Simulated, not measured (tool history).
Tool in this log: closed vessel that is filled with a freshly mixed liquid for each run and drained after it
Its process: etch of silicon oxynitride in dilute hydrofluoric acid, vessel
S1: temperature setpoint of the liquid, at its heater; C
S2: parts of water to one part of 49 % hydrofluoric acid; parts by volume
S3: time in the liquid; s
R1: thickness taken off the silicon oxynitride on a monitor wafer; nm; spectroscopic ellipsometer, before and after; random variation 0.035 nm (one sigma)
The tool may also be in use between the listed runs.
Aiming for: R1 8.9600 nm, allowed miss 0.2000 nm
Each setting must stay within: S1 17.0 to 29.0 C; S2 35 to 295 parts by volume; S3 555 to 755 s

| run | hour | S1 | S2 | S3 | R1 |
|---|---|---|---|---|---|
| 1 | 0.0 | 21.0 | 165 | 755 | 13.2400 |
| 2 | 3.1 | 21.0 | 165 | 555 | 9.7448 |
| 3 | 8.4 | 20.5 | 165 | 555 | 9.4762 |
| 4 | 11.0 | 20.5 | 115 | 555 | 14.0750 |
| 5 | 19.1 | 19.0 | 115 | 555 | 13.0950 |
| 6 | 27.6 | 18.5 | 125 | 555 | 11.7040 |
| 7 | 29.4 | 18.0 | 130 | 555 | 10.9170 |
| 8 | 35.4 | 17.5 | 135 | 555 | 10.2500 |
| 9 | 41.9 | 17.5 | 140 | 555 | 9.8050 |
| 10 | 49.7 | 17.0 | 145 | 555 | 9.2559 |

Which single option among these 4 for the next run brings every result within its allowed miss of target? Just one does.
| A | 57.5 | 19.0 | 170 | 580 | ? |
| B | 57.5 | 18.5 | 155 | 580 | ? |
| C | 57.5 | 17.0 | 165 | 650 | ? |
| D | 57.5 | 17.0 | 150 | 600 | ? |

| move | R1 |
|---|---|
| A | 8.9262 |
| B | 9.6520 |
| C | 9.3901 |
| D | 9.6226 |
A: meets every target
B: lands further from the targets than the last run did
C: lands further from the targets than the last run did
D: lands further from the targets than the last run did
Move A is the one to make.
